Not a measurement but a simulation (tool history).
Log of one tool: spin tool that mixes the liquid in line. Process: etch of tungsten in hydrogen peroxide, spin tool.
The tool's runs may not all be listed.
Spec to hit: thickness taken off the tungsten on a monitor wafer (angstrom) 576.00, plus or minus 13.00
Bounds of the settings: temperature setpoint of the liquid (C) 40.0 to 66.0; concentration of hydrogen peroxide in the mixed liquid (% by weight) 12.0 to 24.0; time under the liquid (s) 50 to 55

run	hour	temperature setpoint of the liquid (C)	concentration of hydrogen peroxide in the mixed liquid (% by weight)	time under the liquid (s)	thickness taken off the tungsten on a monitor wafer (angstrom)
1	0.0	56.0	16.0	50	491.89
2	2.8	56.0	16.0	50	497.62
3	7.7	56.0	13.5	50	456.98
4	14.0	56.0	13.5	50	457.01
5	19.2	56.0	13.5	55	508.86
6	24.9	56.0	13.5	55	502.88
7	27.1	56.5	13.5	55	511.50
8	33.8	57.0	13.5	55	531.26
9	39.4	57.5	13.5	55	545.89
10	41.4	58.0	13.5	55	563.52

4 candidate next runs follow, results not yet known. Just one meets every target within its allowed miss. Identify it.
A	43.4	58.0	12.5	55	?
B	43.4	60.0	12.0	50	?
C	43.4	58.5	14.0	50	?
D	43.4	59.0	12.5	55	?

move	thickness taken off the tungsten on a monitor wafer (angstrom)
A	542.93
B	542.93
C	537.74
D	575.36
A: moves away from the targets compared with the last run
B: moves away from the targets compared with the last run
C: moves away from the targets compared with the last run
D: hits every target within its allowed miss
Go with D: it meets all targets.
